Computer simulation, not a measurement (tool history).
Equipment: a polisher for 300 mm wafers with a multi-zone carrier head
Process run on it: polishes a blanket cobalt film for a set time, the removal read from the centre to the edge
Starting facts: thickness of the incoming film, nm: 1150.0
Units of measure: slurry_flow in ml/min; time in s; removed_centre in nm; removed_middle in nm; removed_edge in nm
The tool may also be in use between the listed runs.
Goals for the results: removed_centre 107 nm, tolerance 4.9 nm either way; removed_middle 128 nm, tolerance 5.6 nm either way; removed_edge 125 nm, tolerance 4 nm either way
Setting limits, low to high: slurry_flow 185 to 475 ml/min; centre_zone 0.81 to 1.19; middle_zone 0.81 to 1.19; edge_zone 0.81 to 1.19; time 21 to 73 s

run,hour,slurry_flow,centre_zone,middle_zone,edge_zone,time,removed_centre,removed_middle,removed_edge
1,0,305,1,1,1,47,142.96,139.73,140.34
2,7.8,305,1,1.06,1,47,143.14,146.05,141.64
3,13.7,305,1.07,1.06,1,47,150.71,149.5,141.28
4,21.7,305,1.07,1.13,1,47,150.77,156.34,141.54
5,24.9,300,1.03,1.13,1,46,146.24,151.2,138.47
6,28.2,300,1.03,1.13,1.06,46,141.74,152.26,142.56
7,35.8,300,1,1.13,1.07,45,137.13,151.21,140.19
8,36.7,295,0.97,1.12,1.08,44,127.47,142.68,133.64
9,45.2,290,0.95,1.11,1.08,44,122.91,138.59,139.01
10,54.2,290,0.94,1.12,1.07,43,124.06,140.27,134.01

4 next moves are on the table. One of them brings every result within its allowed miss. Which?
A,63.2,265,0.98,0.96,1.1,46,?,?,?
B,63.2,265,0.87,1.09,1.09,40,?,?,?
C,63.2,350,1.12,1.14,0.87,43,?,?,?
D,63.2,240,0.97,1.09,0.96,50,?,?,?

move,removed_centre,removed_middle,removed_edge
A,132.88,130.63,144.6
B,104.4,126.56,124.95
C,144.4,145.5,123.44
D,141.21,156.11,145.45
A: misses by more than the last run did
B: all results in spec
C: misses by more than the last run did
D: misses by more than the last run did
Answer: B

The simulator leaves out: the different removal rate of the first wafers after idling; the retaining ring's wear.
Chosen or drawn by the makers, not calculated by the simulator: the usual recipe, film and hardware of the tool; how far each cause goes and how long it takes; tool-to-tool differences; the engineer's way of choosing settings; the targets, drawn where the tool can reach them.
